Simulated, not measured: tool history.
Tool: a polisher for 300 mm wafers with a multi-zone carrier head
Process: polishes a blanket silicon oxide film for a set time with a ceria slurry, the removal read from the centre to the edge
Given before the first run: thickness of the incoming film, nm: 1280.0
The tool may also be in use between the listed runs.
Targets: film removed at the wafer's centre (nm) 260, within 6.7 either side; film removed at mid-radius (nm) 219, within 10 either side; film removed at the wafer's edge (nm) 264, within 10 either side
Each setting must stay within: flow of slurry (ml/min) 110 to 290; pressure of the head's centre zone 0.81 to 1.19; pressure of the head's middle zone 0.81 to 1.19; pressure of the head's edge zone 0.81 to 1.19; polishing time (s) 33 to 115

| run | day | flow of slurry (ml/min) | pressure of the head's centre zone | pressure of the head's middle zone | pressure of the head's edge zone | polishing time (s) | film removed at the wafer's centre (nm) | film removed at mid-radius (nm) | film removed at the wafer's edge (nm) |
|---|---|---|---|---|---|---|---|---|---|
| 1 | 0 | 185 | 1 | 1 | 1 | 73 | 172.85 | 176.65 | 183.28 |
| 2 | 0.154 | 190 | 1.02 | 0.99 | 1.03 | 76 | 183.76 | 177.23 | 186.79 |
| 3 | 0.367 | 190 | 1.02 | 1.02 | 1.03 | 76 | 183.18 | 184.19 | 191.6 |
| 4 | 0.396 | 185 | 1.03 | 1.01 | 1.06 | 80 | 196.35 | 194.71 | 202.94 |
| 5 | 0.458 | 185 | 1.03 | 0.98 | 1.08 | 83 | 202.87 | 195.77 | 211.02 |
| 6 | 0.638 | 145 | 1.03 | 0.98 | 1.08 | 83 | 191.71 | 181.54 | 203.4 |
| 7 | 0.7 | 155 | 1.04 | 0.96 | 1.1 | 85 | 199.64 | 188.25 | 209.4 |
|  | 0.838 | slurry nozzle cleaned |
| 8 | 0.838 | 160 | 1.05 | 0.94 | 1.12 | 88 | 223.4 | 200.24 | 230.56 |
| 9 | 1.062 | 170 | 1.05 | 0.93 | 1.13 | 88 | 222.45 | 205.59 | 237.84 |
| 10 | 1.379 | 180 | 1.06 | 0.91 | 1.13 | 88 | 227.55 | 196.03 | 236.98 |
| 11 | 1.512 | 190 | 1.06 | 0.91 | 1.13 | 88 | 228.03 | 203.79 | 237.91 |
| 12 | 1.725 | 200 | 1.07 | 0.9 | 1.14 | 88 | 236.35 | 199.76 | 245.13 |
| 13 | 1.975 | 210 | 1.07 | 0.91 | 1.14 | 88 | 237.18 | 205.5 | 243.35 |

Exactly one of the 4 candidate moves below puts every result within its allowed miss. Which one?
| A | 2.225 | 185 | 0.87 | 0.95 | 1.18 | 96 | ? | ? | ? |
| B | 2.225 | 225 | 1.16 | 1.03 | 0.93 | 92 | ? | ? | ? |
| C | 2.225 | 265 | 1.15 | 0.95 | 1.06 | 87 | ? | ? | ? |
| D | 2.225 | 210 | 1.08 | 0.88 | 1.19 | 95 | ? | ? | ? |

| move | film removed at the wafer's centre (nm) | film removed at mid-radius (nm) | film removed at the wafer's edge (nm) |
|---|---|---|---|
| A | 206.26 | 232.3 | 263.27 |
| B | 272.06 | 244.29 | 228.39 |
| C | 260.24 | 219.82 | 233.51 |
| D | 258.64 | 219.21 | 265.29 |
A: moves away from the targets compared with the last run
B: takes the biggest miss from the last run beyond its target
C: the worst result of the last run now meets its target, but another is out of spec
D: meets every target
D is the move that brings every result within its allowed miss.
